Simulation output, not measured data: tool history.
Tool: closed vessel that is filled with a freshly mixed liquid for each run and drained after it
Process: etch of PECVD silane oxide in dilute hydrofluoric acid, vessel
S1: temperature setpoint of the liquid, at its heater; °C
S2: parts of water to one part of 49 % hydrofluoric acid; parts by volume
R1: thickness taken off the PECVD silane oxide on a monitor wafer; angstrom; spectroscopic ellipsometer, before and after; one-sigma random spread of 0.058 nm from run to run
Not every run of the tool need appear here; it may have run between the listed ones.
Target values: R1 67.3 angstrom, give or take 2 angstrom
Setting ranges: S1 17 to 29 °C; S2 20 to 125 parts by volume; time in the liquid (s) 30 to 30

run 1 hour=0 | S1=21 S2=70 time_in_the_liquid_(s)=30 | R1=106.77
run 2 hour=3.1 | S1=19.5 S2=75 time_in_the_liquid_(s)=30 | R1=91.787
run 3 hour=6 | S1=18.5 S2=80 time_in_the_liquid_(s)=30 | R1=83.472
run 4 hour=7.6 | S1=18 S2=85 time_in_the_liquid_(s)=30 | R1=76.767
run 5 hour=13.2 | S1=18 S2=110 time_in_the_liquid_(s)=30 | R1=57.331
run 6 hour=18.4 | S1=18 S2=110 time_in_the_liquid_(s)=30 | R1=57.087
run 7 hour=23.2 | S1=19 S2=110 time_in_the_liquid_(s)=30 | R1=58.92
run 8 hour=28.9 | S1=20 S2=110 time_in_the_liquid_(s)=30 | R1=61.625
run 9 hour=31.6 | S1=20.5 S2=110 time_in_the_liquid_(s)=30 | R1=64.59
run 10 hour=37.3 | S1=20.5 S2=110 time_in_the_liquid_(s)=30 | R1=63.891
run 11 hour=41.3 | S1=21 S2=110 time_in_the_liquid_(s)=30 | R1=64.986

Below are 4 possible settings for the next run. Only one of them brings all results inside the allowed miss of their targets. Which is it?
run A hour=45.3 | S1=23 S2=115 time_in_the_liquid_(s)=30 | R1=?
run B hour=45.3 | S1=27 S2=120 time_in_the_liquid_(s)=30 | R1=?
run C hour=45.3 | S1=23 S2=120 time_in_the_liquid_(s)=30 | R1=?
run D hour=45.3 | S1=22.5 S2=120 time_in_the_liquid_(s)=30 | R1=?

move=A R1=66.527
move=B R1=73.989
move=C R1=63.384
move=D R1=62.144
A: all results land within tolerance of their targets
B: takes the result that was furthest off past its target
C: the biggest miss grows against the last run
D: the biggest miss grows against the last run
Go with A: it meets all targets.

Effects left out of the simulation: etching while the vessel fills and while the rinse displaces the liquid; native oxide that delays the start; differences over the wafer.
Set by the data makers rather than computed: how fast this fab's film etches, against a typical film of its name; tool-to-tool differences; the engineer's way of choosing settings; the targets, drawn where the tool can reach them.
